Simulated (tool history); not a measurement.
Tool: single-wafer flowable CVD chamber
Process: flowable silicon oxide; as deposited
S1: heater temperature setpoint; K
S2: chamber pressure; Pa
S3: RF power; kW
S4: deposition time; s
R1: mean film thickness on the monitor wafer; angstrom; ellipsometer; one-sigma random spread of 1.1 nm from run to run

run  hour      S1     S2     S3   S4      R1
  1   0.0  378.15  108.1  2.055  484  2782.1
  2   1.3  378.15   98.7  2.055  484  2541.2
  3   5.8  377.15   98.7  2.055  484  2634.7
  4   7.4  376.15   98.7  2.055  484  2695.1
  5  10.9  376.15   98.7  2.055  484  2703.5
  6  18.3  376.15  109.3  2.055  484  2985.7
  7  23.4  375.15  109.3  2.055  484  3061.4

For run 8, what comes out?
  8  24.9  374.15  109.3  2.055  484   ?

R1: 3165.7 angstrom
